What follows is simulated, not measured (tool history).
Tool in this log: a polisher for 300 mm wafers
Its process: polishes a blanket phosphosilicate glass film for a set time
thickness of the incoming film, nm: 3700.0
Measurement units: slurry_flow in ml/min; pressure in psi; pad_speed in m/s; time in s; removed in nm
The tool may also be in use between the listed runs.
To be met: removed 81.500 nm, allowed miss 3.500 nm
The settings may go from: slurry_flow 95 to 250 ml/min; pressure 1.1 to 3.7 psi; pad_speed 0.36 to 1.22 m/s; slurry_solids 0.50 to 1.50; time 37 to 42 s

run,hour,slurry_flow,pressure,pad_speed,slurry_solids,time,removed
1,0.0,160,2.4,0.78,1.00,42,221.130
2,1.0,160,2.4,0.78,1.00,37,195.930
3,8.2,160,2.4,0.78,1.15,37,214.310
4,13.7,160,2.3,0.74,1.15,37,198.450
5,16.0,160,2.3,0.66,1.15,37,179.040
6,20.7,160,2.2,0.64,1.15,37,168.220
7,27.5,160,2.1,0.62,1.15,37,158.640
8,31.2,160,2.0,0.60,1.15,37,146.280

4 next moves are on the table. One of them brings every result within its allowed miss. Which?
A,34.9,135,1.5,0.36,1.05,37,?
B,34.9,175,1.7,0.36,0.80,38,?
C,34.9,175,1.5,0.38,1.10,37,?
D,34.9,155,1.5,0.36,1.05,37,?

move,removed
A,74.367
B,72.972
C,82.727
D,76.142
A: the result that was furthest off in the last run now lies on the other side of its target
B: the result that was furthest off in the last run now lies on the other side of its target
C: every result lands within tolerance
D: the result that was furthest off in the last run now lies on the other side of its target
C meets every target.
